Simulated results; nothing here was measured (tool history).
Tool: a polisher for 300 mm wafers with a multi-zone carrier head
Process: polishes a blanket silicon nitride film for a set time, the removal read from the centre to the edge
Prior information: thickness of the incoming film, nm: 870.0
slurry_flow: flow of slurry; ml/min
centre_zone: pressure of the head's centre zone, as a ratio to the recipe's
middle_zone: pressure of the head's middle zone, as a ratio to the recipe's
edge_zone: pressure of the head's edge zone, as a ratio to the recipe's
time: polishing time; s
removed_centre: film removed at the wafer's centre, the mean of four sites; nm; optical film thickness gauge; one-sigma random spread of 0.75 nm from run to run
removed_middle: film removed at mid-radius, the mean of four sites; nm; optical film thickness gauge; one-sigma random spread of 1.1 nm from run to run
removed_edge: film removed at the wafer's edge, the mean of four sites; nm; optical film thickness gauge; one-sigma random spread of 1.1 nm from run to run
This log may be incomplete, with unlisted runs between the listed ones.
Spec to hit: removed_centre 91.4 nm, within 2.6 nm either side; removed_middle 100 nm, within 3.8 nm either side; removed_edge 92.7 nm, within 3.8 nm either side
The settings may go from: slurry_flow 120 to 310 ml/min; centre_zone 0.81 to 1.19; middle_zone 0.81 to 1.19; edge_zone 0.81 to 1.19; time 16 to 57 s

run    day  slurry_flow  centre_zone  middle_zone  edge_zone  time  removed_centre  removed_middle  removed_edge
  1      0          200            1            1          1    36          57.624          58.462        57.184
  2   0.15          205         1.01         1.03       1.03    39          63.411          65.464        63.679
  3  0.288          215         1.02         1.06       1.05    41          66.429          71.333        66.323
  4  0.367          215         1.02         1.11       1.05    41          65.211          72.098        65.161
  5  0.712          215         1.02         1.18       1.05    41          66.918          76.715        66.355
  6  0.917          190         1.02         1.18       1.05    41          64.828          77.551        65.973
  7  1.262          185         1.03         1.16       1.07    43          69.209          79.029        70.357
  8  1.292          180         1.04         1.16       1.08    45            72.9          81.557        72.391
  9  1.317          185         1.04         1.16        1.1    47          76.944          85.221        78.044
 10  1.354          240         1.07         1.19       1.14    52          89.992          101.57        88.876

Of the 4 settings listed for the next run, only one would bring every result within its allowed miss of target. Which one?
  A  1.392          235         1.15         1.16       1.16    50               ?               ?             ?
  B  1.392          220         1.09         1.17       1.19    53               ?               ?             ?
  C  1.392          245         1.11         1.19       1.11    51               ?               ?             ?
  D  1.392          225         1.15         1.19       1.11    51               ?               ?             ?

move  removed_centre  removed_middle  removed_edge
   A          90.885          94.105        86.803
   B          91.279          99.847        92.667
   C          90.323          98.557        86.952
   D           92.27          97.707        86.398
A: the biggest miss grows against the last run
B: each result inside its tolerance
C: the biggest miss grows against the last run
D: the biggest miss grows against the last run
Go with B: it meets all targets.
